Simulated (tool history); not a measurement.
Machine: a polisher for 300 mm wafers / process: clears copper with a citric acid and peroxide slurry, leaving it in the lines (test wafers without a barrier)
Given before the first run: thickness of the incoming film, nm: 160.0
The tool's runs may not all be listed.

| run | day | flow of slurry (ml/min) | pressure of the wafer on the pad (kPa) | speed of the pad under the wafer (m/s) | abrasive content of the slurry | overpolish time after the end point (s) | time until the end point was called (s) | dishing of a wide line in a test structure (angstrom) |
|---|---|---|---|---|---|---|---|---|
| 1 | 0.000 | 300 | 20.0 | 0.88 | 1.0 | 21 | 103.69 | 200.36 |
| 2 | 0.333 | 300 | 20.0 | 0.88 | 1.0 | 28 | 103.94 | 245.42 |
| 3 | 0.371 | 300 | 17.9 | 0.88 | 1.0 | 29 | 115.90 | 240.15 |
| 4 | 0.412 | 300 | 15.9 | 0.88 | 1.0 | 29 | 127.41 | 216.47 |
| 5 | 0.746 | 300 | 14.5 | 0.88 | 1.0 | 29 | 144.21 | 203.73 |
| 6 | 0.812 | 300 | 13.8 | 0.88 | 1.0 | 29 | 148.31 | 190.79 |
| 7 | 1.025 | 300 | 13.1 | 0.88 | 1.0 | 29 | 157.23 | 194.69 |
| 8 | 1.308 | 300 | 12.4 | 0.88 | 1.0 | 29 | 164.54 | 171.33 |

Expected results for the next run?
| 9 | 1.392 | 300 | 11.7 | 0.88 | 1.0 | 30 | ? | ? |

{"run 9": {"time until the end point was called (s)": 171.19, "dishing of a wide line in a test structure (angstrom)": 172.83}}
